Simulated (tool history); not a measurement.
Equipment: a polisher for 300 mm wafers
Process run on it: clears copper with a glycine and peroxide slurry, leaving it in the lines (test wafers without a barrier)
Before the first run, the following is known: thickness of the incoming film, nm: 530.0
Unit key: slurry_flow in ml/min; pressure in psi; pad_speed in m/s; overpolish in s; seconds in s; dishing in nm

run  hour  slurry_flow  pressure  pad_speed  overpolish  seconds  dishing
  1     0          125       2.4       0.88          22   117.09   65.931
  2   5.2          130       2.4       0.88          20   116.97   58.321
  3  11.8          130       2.4          1          20   105.75   62.443
  4  15.3          130       2.4       0.86          20   120.02    56.62
  5  22.4          130       2.4       0.86          13   117.98   39.022
  6  30.1          135       2.4       0.86          13   119.46   42.149
  7  38.5          140       2.4       0.86          13   116.98   39.912

Expected results for the next run?
  8  47.1          140       2.4       0.86          13        ?        ?

For run 8 the tool returned seconds 117.38 s, dishing 40.546 nm.
